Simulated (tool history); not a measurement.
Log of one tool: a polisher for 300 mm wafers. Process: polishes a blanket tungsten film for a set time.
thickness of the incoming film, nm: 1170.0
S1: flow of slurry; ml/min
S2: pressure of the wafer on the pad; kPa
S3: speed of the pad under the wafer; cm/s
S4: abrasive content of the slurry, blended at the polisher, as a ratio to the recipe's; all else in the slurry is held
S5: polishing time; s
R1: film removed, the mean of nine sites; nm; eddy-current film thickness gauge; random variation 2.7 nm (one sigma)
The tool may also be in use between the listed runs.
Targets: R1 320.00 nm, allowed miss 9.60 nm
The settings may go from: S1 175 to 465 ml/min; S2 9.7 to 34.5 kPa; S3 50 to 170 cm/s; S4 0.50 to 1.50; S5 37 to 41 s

run	hour	S1	S2	S3	S4	S5	R1
1	0.0	295	22.1	110	1.00	41	164.98
2	5.7	295	25.5	112	1.00	41	192.56
3	12.4	295	25.5	88	1.00	41	152.80
4	17.8	295	27.6	98	1.00	41	183.30
5	25.0	295	29.6	106	1.00	41	213.56
6	28.0	295	29.6	106	0.90	41	209.36
7	29.8	295	31.0	112	0.90	41	229.84
8	31.6	295	31.7	118	0.90	41	249.76
9	34.3	295	32.4	122	0.90	41	261.45
10	41.2	295	33.1	126	0.90	41	270.87
11	48.7	295	33.8	130	0.90	41	287.96
12	52.4	295	33.8	132	0.90	41	290.34
13	58.2	295	33.8	134	0.90	41	294.66
14	59.4	295	33.8	136	0.90	41	305.17

Which of these 4 next moves meets every target?
A	60.6	225	34.5	146	1.05	39	?
B	60.6	285	34.5	128	0.95	40	?
C	60.6	315	34.5	118	1.15	41	?
D	60.6	225	33.8	136	1.05	40	?

move	R1
A	320.15
B	287.49
C	286.76
D	300.37
A: meets every target
B: further off than the last run
C: further off than the last run
D: further off than the last run
Move A is the one to make.

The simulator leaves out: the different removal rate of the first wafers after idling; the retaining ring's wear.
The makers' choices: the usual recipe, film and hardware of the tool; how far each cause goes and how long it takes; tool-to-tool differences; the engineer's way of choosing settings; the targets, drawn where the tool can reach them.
